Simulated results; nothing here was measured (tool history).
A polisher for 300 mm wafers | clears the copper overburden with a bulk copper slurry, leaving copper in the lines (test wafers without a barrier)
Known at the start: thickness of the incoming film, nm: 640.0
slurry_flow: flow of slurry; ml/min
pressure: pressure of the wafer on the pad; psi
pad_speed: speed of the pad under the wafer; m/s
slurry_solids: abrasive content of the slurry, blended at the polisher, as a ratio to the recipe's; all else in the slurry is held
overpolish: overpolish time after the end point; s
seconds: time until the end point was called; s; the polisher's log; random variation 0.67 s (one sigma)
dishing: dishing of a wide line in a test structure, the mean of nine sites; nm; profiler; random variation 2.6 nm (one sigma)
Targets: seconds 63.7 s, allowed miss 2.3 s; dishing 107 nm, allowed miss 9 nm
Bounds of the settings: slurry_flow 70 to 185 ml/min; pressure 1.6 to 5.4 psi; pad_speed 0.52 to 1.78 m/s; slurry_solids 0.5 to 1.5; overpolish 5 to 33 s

{"run": 1, "hour": 0.0, "slurry_flow": 120, "pressure": 3.5, "pad_speed": 1.14, "slurry_solids": 1, "overpolish": 17, "seconds": 50.129, "dishing": 99.185}
{"run": 2, "hour": 8.4, "slurry_flow": 115, "pressure": 3.4, "pad_speed": 1.14, "slurry_solids": 1, "overpolish": 18, "seconds": 50.231, "dishing": 105.35}
{"run": 3, "hour": 12.2, "slurry_flow": 115, "pressure": 3.2, "pad_speed": 1.14, "slurry_solids": 1, "overpolish": 19, "seconds": 53.902, "dishing": 101.29}
{"run": 4, "hour": 17.5, "slurry_flow": 115, "pressure": 3.9, "pad_speed": 1.14, "slurry_solids": 1, "overpolish": 19, "seconds": 44.115, "dishing": 117.65}
{"run": 5, "hour": 22.7, "slurry_flow": 115, "pressure": 3.7, "pad_speed": 1.14, "slurry_solids": 1, "overpolish": 20, "seconds": 46.468, "dishing": 112.08}
{"hour": 24.2, "done": "head pressure recalibrated"}
{"run": 6, "hour": 24.2, "slurry_flow": 115, "pressure": 3.7, "pad_speed": 1.14, "slurry_solids": 0.9, "overpolish": 20, "seconds": 52.885, "dishing": 105.05}
{"run": 7, "hour": 26.4, "slurry_flow": 115, "pressure": 3.6, "pad_speed": 1.14, "slurry_solids": 0.9, "overpolish": 21, "seconds": 54.12, "dishing": 105.81}
{"run": 8, "hour": 31.6, "slurry_flow": 115, "pressure": 3.5, "pad_speed": 1.14, "slurry_solids": 0.9, "overpolish": 22, "seconds": 56.414, "dishing": 108.88}
{"run": 9, "hour": 35.7, "slurry_flow": 115, "pressure": 3.4, "pad_speed": 1.14, "slurry_solids": 0.9, "overpolish": 22, "seconds": 56.39, "dishing": 101.54}
{"run": 10, "hour": 42.0, "slurry_flow": 115, "pressure": 3.3, "pad_speed": 1.14, "slurry_solids": 0.9, "overpolish": 23, "seconds": 59.753, "dishing": 107.4}
{"run": 11, "hour": 49.2, "slurry_flow": 115, "pressure": 3.2, "pad_speed": 1.14, "slurry_solids": 0.9, "overpolish": 24, "seconds": 62.452, "dishing": 107.28}

5 next moves are on the table. One of them brings every result within its allowed miss. Which?
{"run": "A", "hour": 56.4, "slurry_flow": 115, "pressure": 3.1, "pad_speed": 1.22, "slurry_solids": 1.05, "overpolish": 24, "seconds": "?", "dishing": "?"}
{"run": "B", "hour": 56.4, "slurry_flow": 100, "pressure": 3.3, "pad_speed": 1.2, "slurry_solids": 0.85, "overpolish": 24, "seconds": "?", "dishing": "?"}
{"run": "C", "hour": 56.4, "slurry_flow": 135, "pressure": 3.3, "pad_speed": 1.4, "slurry_solids": 0.5, "overpolish": 22, "seconds": "?", "dishing": "?"}
{"run": "D", "hour": 56.4, "slurry_flow": 105, "pressure": 2.7, "pad_speed": 1.1, "slurry_solids": 1.25, "overpolish": 33, "seconds": "?", "dishing": "?"}
{"run": "E", "hour": 56.4, "slurry_flow": 110, "pressure": 2.6, "pad_speed": 1.2, "slurry_solids": 1.35, "overpolish": 28, "seconds": "?", "dishing": "?"}

move=A seconds=56.986 dishing=110.58
move=B seconds=59.519 dishing=109.71
move=C seconds=58.373 dishing=106.04
move=D seconds=69.063 dishing=113.02
move=E seconds=64.396 dishing=107.75
A: further off than the last run
B: further off than the last run
C: further off than the last run
D: takes the result that was furthest off past its target
E: meets every target
Answer: E

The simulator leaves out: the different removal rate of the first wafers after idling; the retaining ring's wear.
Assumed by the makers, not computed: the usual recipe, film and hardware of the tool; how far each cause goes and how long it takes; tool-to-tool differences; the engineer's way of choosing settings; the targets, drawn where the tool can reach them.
